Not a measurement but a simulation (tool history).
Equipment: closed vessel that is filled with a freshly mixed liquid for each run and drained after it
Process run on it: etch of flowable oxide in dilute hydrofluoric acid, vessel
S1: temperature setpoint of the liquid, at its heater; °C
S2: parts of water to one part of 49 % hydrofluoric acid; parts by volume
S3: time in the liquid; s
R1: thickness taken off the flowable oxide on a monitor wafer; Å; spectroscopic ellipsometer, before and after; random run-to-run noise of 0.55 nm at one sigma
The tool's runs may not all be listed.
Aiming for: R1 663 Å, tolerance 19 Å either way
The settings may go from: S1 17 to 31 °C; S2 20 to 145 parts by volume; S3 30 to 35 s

| run | day | S1 | S2 | S3 | R1 |
|---|---|---|---|---|---|
| 1 | 0 | 23 | 80 | 35 | 241.9 |
| 2 | 0.083 | 25.5 | 65 | 35 | 341.06 |
| 3 | 0.446 | 27.5 | 55 | 35 | 434.32 |
| 4 | 0.754 | 28.5 | 50 | 35 | 506.52 |
| 5 | 0.792 | 28.5 | 65 | 35 | 376.81 |
| 6 | 0.933 | 29.5 | 55 | 35 | 473.88 |
| 7 | 1.217 | 29.5 | 55 | 35 | 466.25 |
| 8 | 1.508 | 30 | 50 | 35 | 528.23 |
| 9 | 1.533 | 30.5 | 45 | 35 | 607.73 |
| 10 | 1.588 | 31 | 45 | 35 | 627.81 |
| 11 | 1.608 | 31 | 40 | 35 | 701.36 |
| 12 | 1.7 | 30.5 | 40 | 35 | 680.09 |

4 next moves are on the table. One of them brings every result within its allowed miss. Which?
| A | 1.792 | 28 | 35 | 35 | ? |
| B | 1.792 | 30 | 35 | 30 | ? |
| C | 1.792 | 31 | 35 | 30 | ? |
| D | 1.792 | 31 | 40 | 35 | ? |

| move | R1 |
|---|---|
| A | 720.74 |
| B | 669.39 |
| C | 696.48 |
| D | 705.3 |
A: moves away from the targets compared with the last run
B: meets every target
C: moves away from the targets compared with the last run
D: moves away from the targets compared with the last run
B meets every target.
